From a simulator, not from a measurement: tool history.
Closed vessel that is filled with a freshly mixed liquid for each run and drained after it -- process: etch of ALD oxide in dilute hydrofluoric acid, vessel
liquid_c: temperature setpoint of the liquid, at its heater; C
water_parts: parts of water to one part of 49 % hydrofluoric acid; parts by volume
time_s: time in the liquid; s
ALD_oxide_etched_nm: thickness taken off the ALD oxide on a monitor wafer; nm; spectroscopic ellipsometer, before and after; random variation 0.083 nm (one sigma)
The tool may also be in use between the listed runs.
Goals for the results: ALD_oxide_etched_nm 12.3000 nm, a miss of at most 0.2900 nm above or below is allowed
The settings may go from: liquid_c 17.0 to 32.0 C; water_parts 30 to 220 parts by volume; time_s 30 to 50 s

Run 1, day 0.000: liquid_c 24.0 C, water_parts 125 parts by volume, time_s 50 s. Result: ALD_oxide_etched_nm 8.0978 nm.
Run 2, day 0.154: liquid_c 25.5 C, water_parts 125 parts by volume, time_s 50 s. Result: ALD_oxide_etched_nm 8.5050 nm.
Run 3, day 0.442: liquid_c 25.5 C, water_parts 150 parts by volume, time_s 50 s. Result: ALD_oxide_etched_nm 6.8608 nm.
Run 4, day 0.679: liquid_c 22.5 C, water_parts 150 parts by volume, time_s 50 s. Result: ALD_oxide_etched_nm 6.1659 nm.
Run 5, day 0.783: liquid_c 22.5 C, water_parts 165 parts by volume, time_s 50 s. Result: ALD_oxide_etched_nm 5.4956 nm.
Run 6, day 0.983: liquid_c 25.0 C, water_parts 150 parts by volume, time_s 50 s. Result: ALD_oxide_etched_nm 6.7965 nm.
Run 7, day 1.062: liquid_c 26.5 C, water_parts 140 parts by volume, time_s 50 s. Result: ALD_oxide_etched_nm 7.6758 nm.
Run 8, day 1.283: liquid_c 28.0 C, water_parts 130 parts by volume, time_s 50 s. Result: ALD_oxide_etched_nm 8.9551 nm.
Run 9, day 1.421: liquid_c 29.0 C, water_parts 125 parts by volume, time_s 50 s. Result: ALD_oxide_etched_nm 9.6157 nm.
Run 10, day 1.700: liquid_c 29.5 C, water_parts 120 parts by volume, time_s 50 s. Result: ALD_oxide_etched_nm 10.4250 nm.

Which single option among these 4 for the next run brings every result within its allowed miss of target? Just one does.
Run A, day 1.979: liquid_c 30.0 C, water_parts 115 parts by volume, time_s 50 s. Result: ALD_oxide_etched_nm ?.
Run B, day 1.979: liquid_c 30.0 C, water_parts 105 parts by volume, time_s 50 s. Result: ALD_oxide_etched_nm ?.
Run C, day 1.979: liquid_c 29.0 C, water_parts 95 parts by volume, time_s 50 s. Result: ALD_oxide_etched_nm ?.
Run D, day 1.979: liquid_c 30.5 C, water_parts 100 parts by volume, time_s 50 s. Result: ALD_oxide_etched_nm ?.

move  ALD_oxide_etched_nm
   A              11.0280
   B              12.2530
   C              13.2390
   D              13.2010
A: nearer than the last run, and not there yet
B: all results in spec
C: takes the result that was furthest off past its target
D: takes the result that was furthest off past its target
Go with B: it meets all targets.
